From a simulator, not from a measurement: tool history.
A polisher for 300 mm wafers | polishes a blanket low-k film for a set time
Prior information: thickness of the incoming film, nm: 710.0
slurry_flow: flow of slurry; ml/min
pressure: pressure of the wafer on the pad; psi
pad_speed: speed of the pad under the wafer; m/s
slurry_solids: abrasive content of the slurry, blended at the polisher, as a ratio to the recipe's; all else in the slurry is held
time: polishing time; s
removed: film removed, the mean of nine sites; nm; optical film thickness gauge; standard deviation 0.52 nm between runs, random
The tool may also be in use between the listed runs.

run  hour  slurry_flow  pressure  pad_speed  slurry_solids  time  removed
  1     0          130       2.5        0.8              1    79   27.462
  2     5          105       2.5        0.8              1    79   26.142
  3   6.6          105       2.5        0.8              1    79   25.756
  4  14.8          105       2.5        0.8              1    83   27.094
  5    16          105       2.5        0.8            1.1    83   28.269
       25  -- slurry nozzle cleaned
  6    25          105       2.5        0.8              1    83   28.693
  7  28.8          110       2.7        0.8              1    83   31.119
  8  37.8          120       2.8        0.8              1    83   31.834
  9  46.7          125       2.9        0.8              1    83   34.893

Run 10 comes next. What will it give?
 10  48.5          130         3        0.8              1    83        ?

removed: 35.769 nm

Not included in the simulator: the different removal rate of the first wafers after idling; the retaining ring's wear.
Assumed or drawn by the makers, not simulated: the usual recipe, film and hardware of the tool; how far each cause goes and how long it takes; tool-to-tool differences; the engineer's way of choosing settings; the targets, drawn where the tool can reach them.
